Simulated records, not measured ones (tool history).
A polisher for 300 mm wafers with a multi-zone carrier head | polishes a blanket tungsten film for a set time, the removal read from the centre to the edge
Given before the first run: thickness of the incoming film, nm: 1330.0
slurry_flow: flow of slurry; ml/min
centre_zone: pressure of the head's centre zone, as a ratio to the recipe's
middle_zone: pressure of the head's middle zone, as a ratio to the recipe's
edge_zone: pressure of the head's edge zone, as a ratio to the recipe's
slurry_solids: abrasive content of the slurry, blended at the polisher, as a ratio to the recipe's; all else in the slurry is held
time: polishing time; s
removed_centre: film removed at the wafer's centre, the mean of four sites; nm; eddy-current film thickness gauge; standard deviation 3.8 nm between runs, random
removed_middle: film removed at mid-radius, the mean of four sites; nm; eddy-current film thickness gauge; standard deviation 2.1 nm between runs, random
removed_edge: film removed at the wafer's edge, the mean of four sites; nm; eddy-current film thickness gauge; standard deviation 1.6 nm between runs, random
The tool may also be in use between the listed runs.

run,hour,slurry_flow,centre_zone,middle_zone,edge_zone,slurry_solids,time,removed_centre,removed_middle,removed_edge
1,0.0,320,1.00,1.00,1.00,1.00,61,231.98,211.50,211.62
2,7.0,325,1.00,0.99,1.04,1.10,61,242.53,214.79,220.38
3,9.9,325,1.00,0.99,1.04,0.95,61,225.16,208.29,210.82
4,18.2,325,1.00,0.99,1.04,0.95,66,254.03,224.41,231.09
5,20.6,325,0.97,0.99,1.04,0.95,66,244.29,224.14,230.38
6,25.4,325,0.97,0.99,1.08,0.95,66,241.75,219.99,234.50
# hour 34.1: centre zone pressure recalibrated
7,34.1,330,0.96,0.99,1.10,1.00,66,233.65,231.28,236.36

Forecast run 8:
8,35.3,325,0.96,0.96,1.11,1.05,66,?,?,?

removed_centre: 226.64 nm
removed_middle: 224.60 nm
removed_edge: 240.29 nm

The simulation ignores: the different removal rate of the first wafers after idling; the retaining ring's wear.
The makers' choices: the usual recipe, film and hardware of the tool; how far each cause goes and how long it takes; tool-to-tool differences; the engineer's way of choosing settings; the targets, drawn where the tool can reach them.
